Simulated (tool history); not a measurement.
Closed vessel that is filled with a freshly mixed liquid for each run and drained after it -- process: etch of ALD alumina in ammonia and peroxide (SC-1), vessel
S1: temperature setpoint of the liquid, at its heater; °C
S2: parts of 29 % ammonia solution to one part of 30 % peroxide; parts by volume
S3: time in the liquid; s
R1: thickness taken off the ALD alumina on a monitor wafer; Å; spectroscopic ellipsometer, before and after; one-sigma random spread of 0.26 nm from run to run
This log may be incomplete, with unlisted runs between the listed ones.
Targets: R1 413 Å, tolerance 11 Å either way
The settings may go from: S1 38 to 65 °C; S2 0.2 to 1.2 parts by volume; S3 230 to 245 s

Run 1, hour 0: S1 49 °C, S2 0.9 parts by volume, S3 230 s. Result: R1 223.25 Å.
Run 2, hour 3: S1 49 °C, S2 1.15 parts by volume, S3 230 s. Result: R1 225.95 Å.
Run 3, hour 6.2: S1 46 °C, S2 1.15 parts by volume, S3 230 s. Result: R1 192.14 Å.
Run 4, hour 14.4: S1 46 °C, S2 1.15 parts by volume, S3 230 s. Result: R1 190.08 Å.
Run 5, hour 22.5: S1 50.5 °C, S2 1.15 parts by volume, S3 230 s. Result: R1 245.23 Å.
Run 6, hour 31.3: S1 50.5 °C, S2 1.15 parts by volume, S3 245 s. Result: R1 263.11 Å.
Run 7, hour 39.3: S1 53.5 °C, S2 1.15 parts by volume, S3 245 s. Result: R1 307.13 Å.
Run 8, hour 43.4: S1 55.5 °C, S2 1.15 parts by volume, S3 245 s. Result: R1 342.63 Å.
Run 9, hour 48.4: S1 57 °C, S2 1.15 parts by volume, S3 245 s. Result: R1 370.46 Å.
Run 10, hour 52.6: S1 57.5 °C, S2 1.15 parts by volume, S3 245 s. Result: R1 385.36 Å.
Run 11, hour 58.1: S1 58 °C, S2 1.15 parts by volume, S3 245 s. Result: R1 395.11 Å.
Run 12, hour 59.8: S1 58.5 °C, S2 1.15 parts by volume, S3 245 s. Result: R1 404.76 Å.

Of the 5 settings listed for the next run, only one would bring every result within its allowed miss of target. Which one?
Run A, hour 61.5: S1 59.5 °C, S2 1.2 parts by volume, S3 240 s. Result: R1 ?.
Run B, hour 61.5: S1 57.5 °C, S2 1.1 parts by volume, S3 245 s. Result: R1 ?.
Run C, hour 61.5: S1 58.5 °C, S2 1.2 parts by volume, S3 230 s. Result: R1 ?.
Run D, hour 61.5: S1 59 °C, S2 1.15 parts by volume, S3 230 s. Result: R1 ?.
Run E, hour 61.5: S1 59 °C, S2 1.2 parts by volume, S3 235 s. Result: R1 ?.

move      R1
   A  414.27
   B  378.14
   C  377.03
   D  385.35
   E  395.31
A: each result inside its tolerance
B: moves away from the targets compared with the last run
C: moves away from the targets compared with the last run
D: moves away from the targets compared with the last run
E: moves away from the targets compared with the last run
The move that meets every target is A.
